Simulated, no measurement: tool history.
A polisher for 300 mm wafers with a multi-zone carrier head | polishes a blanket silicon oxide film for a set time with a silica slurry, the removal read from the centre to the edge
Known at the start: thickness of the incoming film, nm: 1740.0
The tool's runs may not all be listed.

run	hour	flow of slurry (ml/min)	pressure of the head's centre zone	pressure of the head's middle zone	pressure of the head's edge zone	abrasive content of the slurry	polishing time (s)	film removed at the wafer's centre (angstrom)	film removed at mid-radius (angstrom)	film removed at the wafer's edge (angstrom)
1	0	160	1	1	1	1	33	696.71	683.23	653.51
2	1	160	1	1	1	1	26	529.17	519.74	508.9
3	8	160	0.94	1	1	1	26	509.28	525.21	509.65
4	11.7	160	0.94	1	0.97	1	26	504.37	531.39	499.03
5	14.6	160	0.94	1	0.97	0.9	26	477.68	508.17	474.7
6	17.1	160	0.94	1	1.01	0.9	26	477.21	510.96	481.79
7	23.8	180	0.96	0.95	1.11	1.15	36	789.92	769.64	793.43
8	25	180	0.96	0.96	1.12	1.2	36	807.72	785.02	823.18
9	28	180	0.96	0.97	1.12	1.25	36	816.96	815.63	836.29
10	29.6	180	0.96	0.97	1.13	1.3	36	802.26	818.85	857.38

Forecast run 11:
11	31.7	180	0.96	0.97	1.13	1.3	36	?	?	?

{"run 11": {"film removed at the wafer's centre (angstrom)": 813.7, "film removed at mid-radius (angstrom)": 817.92, "film removed at the wafer's edge (angstrom)": 845.42}}
